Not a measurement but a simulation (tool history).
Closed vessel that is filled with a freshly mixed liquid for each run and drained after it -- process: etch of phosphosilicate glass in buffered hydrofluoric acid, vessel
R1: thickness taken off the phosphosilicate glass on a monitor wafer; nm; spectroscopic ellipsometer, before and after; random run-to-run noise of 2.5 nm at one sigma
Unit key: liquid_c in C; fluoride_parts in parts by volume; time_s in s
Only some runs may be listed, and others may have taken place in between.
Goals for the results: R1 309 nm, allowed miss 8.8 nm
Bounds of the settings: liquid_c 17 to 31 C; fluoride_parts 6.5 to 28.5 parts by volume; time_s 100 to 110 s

{"run": 1, "hour": 0.0, "liquid_c": 23, "fluoride_parts": 17.5, "time_s": 100, "R1": 262.67}
{"run": 2, "hour": 7.7, "liquid_c": 25, "fluoride_parts": 17.5, "time_s": 100, "R1": 290.69}
{"run": 3, "hour": 15.7, "liquid_c": 25.5, "fluoride_parts": 17.5, "time_s": 100, "R1": 298.94}
{"run": 4, "hour": 21.2, "liquid_c": 25.5, "fluoride_parts": 17.5, "time_s": 110, "R1": 326.49}
{"run": 5, "hour": 28.1, "liquid_c": 25.5, "fluoride_parts": 17.5, "time_s": 110, "R1": 332.84}
{"run": 6, "hour": 30.3, "liquid_c": 25.5, "fluoride_parts": 13, "time_s": 110, "R1": 443.05}
{"run": 7, "hour": 39.5, "liquid_c": 24, "fluoride_parts": 13, "time_s": 110, "R1": 408.39}
{"run": 8, "hour": 47.0, "liquid_c": 23, "fluoride_parts": 13, "time_s": 110, "R1": 388.5}
{"run": 9, "hour": 53.1, "liquid_c": 22, "fluoride_parts": 13, "time_s": 110, "R1": 367.29}
{"run": 10, "hour": 59.6, "liquid_c": 21.5, "fluoride_parts": 13, "time_s": 110, "R1": 355.28}
{"run": 11, "hour": 62.4, "liquid_c": 21, "fluoride_parts": 13, "time_s": 110, "R1": 346.05}
{"run": 12, "hour": 67.5, "liquid_c": 20.5, "fluoride_parts": 13, "time_s": 110, "R1": 333.64}

Which of these 4 next moves meets every target?
{"run": "A", "hour": 72.6, "liquid_c": 19, "fluoride_parts": 13, "time_s": 105, "R1": "?"}
{"run": "B", "hour": 72.6, "liquid_c": 18, "fluoride_parts": 10, "time_s": 100, "R1": "?"}
{"run": "C", "hour": 72.6, "liquid_c": 18.5, "fluoride_parts": 11.5, "time_s": 100, "R1": "?"}
{"run": "D", "hour": 72.6, "liquid_c": 17, "fluoride_parts": 11.5, "time_s": 100, "R1": "?"}

move=A R1=291.15
move=B R1=338.6
move=C R1=303.94
move=D R1=279.09
A: takes the result that was furthest off past its target
B: the biggest miss grows against the last run
C: every result lands within tolerance
D: takes the result that was furthest off past its target
The right move is C.

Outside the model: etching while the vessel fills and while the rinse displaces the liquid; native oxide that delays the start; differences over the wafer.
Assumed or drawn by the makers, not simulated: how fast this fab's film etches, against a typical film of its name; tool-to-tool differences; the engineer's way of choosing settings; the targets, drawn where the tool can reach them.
